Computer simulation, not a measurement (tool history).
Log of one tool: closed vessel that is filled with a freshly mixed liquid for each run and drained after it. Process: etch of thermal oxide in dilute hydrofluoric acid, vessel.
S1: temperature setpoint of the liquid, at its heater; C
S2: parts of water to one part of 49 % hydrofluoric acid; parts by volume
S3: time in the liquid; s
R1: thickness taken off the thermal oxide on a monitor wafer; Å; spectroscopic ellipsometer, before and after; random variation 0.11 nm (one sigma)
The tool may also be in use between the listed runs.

run    day    S1   S2   S3      R1
  1  0.000  21.0  100  390  153.43
  2  0.350  23.0  100  390  166.33
  3  0.400  23.0  115  390  141.77
  4  0.679  23.0  115  240   87.01
  5  0.925  24.0  105  240  101.17
  6  1.038  22.5   95  240  106.67
  7  1.221  22.5   95  240  106.92

The next listed run, before its measurement:
  8  1.592  22.5  75  275   ?

R1: 157.64 Å
